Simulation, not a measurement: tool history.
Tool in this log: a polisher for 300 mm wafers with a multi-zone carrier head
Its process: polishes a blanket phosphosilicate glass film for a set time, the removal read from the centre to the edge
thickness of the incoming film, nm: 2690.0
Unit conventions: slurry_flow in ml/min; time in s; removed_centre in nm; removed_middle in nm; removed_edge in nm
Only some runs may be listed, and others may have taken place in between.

| run | hour | slurry_flow | centre_zone | middle_zone | edge_zone | slurry_solids | time | removed_centre | removed_middle | removed_edge |
|---|---|---|---|---|---|---|---|---|---|---|
| 1 | 0.0 | 120 | 1.00 | 1.00 | 1.00 | 1.00 | 36 | 309.80 | 302.17 | 299.21 |
| 2 | 5.0 | 120 | 1.00 | 1.00 | 1.04 | 1.00 | 36 | 312.33 | 298.36 | 303.50 |
| 3 | 13.8 | 120 | 1.00 | 1.00 | 1.04 | 1.20 | 36 | 339.78 | 335.86 | 333.20 |
| 4 | 16.4 | 120 | 1.05 | 1.00 | 1.04 | 1.20 | 36 | 353.90 | 328.66 | 330.29 |
| 5 | 21.9 | 110 | 0.99 | 0.99 | 1.00 | 1.00 | 36 | 298.26 | 305.47 | 292.69 |
| 6 | 29.5 | 135 | 0.99 | 0.99 | 1.00 | 1.00 | 36 | 317.31 | 302.24 | 305.39 |

Expected results for the next run?
| 7 | 33.4 | 105 | 0.89 | 0.89 | 0.90 | 0.75 | 36 | ? | ? | ? |

removed_centre: 228.72 nm
removed_middle: 226.96 nm
removed_edge: 238.41 nm
